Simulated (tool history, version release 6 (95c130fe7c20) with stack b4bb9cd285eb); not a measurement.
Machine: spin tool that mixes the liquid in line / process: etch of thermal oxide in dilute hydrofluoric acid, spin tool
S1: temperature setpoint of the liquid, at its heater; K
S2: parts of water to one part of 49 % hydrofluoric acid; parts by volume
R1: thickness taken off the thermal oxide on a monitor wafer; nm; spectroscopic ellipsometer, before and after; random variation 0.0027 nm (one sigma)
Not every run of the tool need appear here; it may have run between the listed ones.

{"run": 1, "hour": 0.0, "S1": 297.15, "S2": 285, "time under the liquid (s)": 50, "R1": 0.64369}
{"run": 2, "hour": 1.0, "S1": 297.15, "S2": 220, "time under the liquid (s)": 50, "R1": 0.88179}
{"run": 3, "hour": 10.0, "S1": 297.15, "S2": 220, "time under the liquid (s)": 50, "R1": 0.89207}
{"run": 4, "hour": 14.0, "S1": 295.15, "S2": 275, "time under the liquid (s)": 50, "R1": 0.62163}
{"run": 5, "hour": 17.9, "S1": 293.65, "S2": 305, "time under the liquid (s)": 50, "R1": 0.51375}
{"run": 6, "hour": 23.5, "S1": 292.65, "S2": 330, "time under the liquid (s)": 50, "R1": 0.45084}

Estimate the outcome of run 7 from the log above:
{"run": 7, "hour": 28.9, "S1": 292.15, "S2": 350, "time under the liquid (s)": 50, "R1": "?"}

R1: 0.40593 nm

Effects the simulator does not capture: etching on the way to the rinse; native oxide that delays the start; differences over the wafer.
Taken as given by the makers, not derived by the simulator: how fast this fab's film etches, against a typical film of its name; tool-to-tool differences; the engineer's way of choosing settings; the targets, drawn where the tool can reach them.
